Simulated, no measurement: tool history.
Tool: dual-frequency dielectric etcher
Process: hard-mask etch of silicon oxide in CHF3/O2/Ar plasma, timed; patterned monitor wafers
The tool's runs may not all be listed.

| run | hour | source power (W) | bias power (W) | etch time (s) | mean etch depth across the wafer (nm) |
|---|---|---|---|---|---|
| 1 | 0 | 710 | 126 | 27.5 | 52.713 |
| 2 | 2.4 | 750 | 128 | 27.5 | 53.959 |
| 3 | 7 | 750 | 128 | 28.5 | 56.354 |
| 4 | 9.7 | 750 | 128 | 28.5 | 56.356 |
| 5 | 11.3 | 770 | 129 | 28.5 | 56.751 |
| 6 | 12.8 | 680 | 129 | 28.5 | 54.123 |
| 7 | 14.3 | 710 | 130 | 28.5 | 55.202 |

The next listed run, before its measurement:
| 8 | 17.4 | 730 | 131 | 28.5 | ? |

mean etch depth across the wafer (nm): 56.128
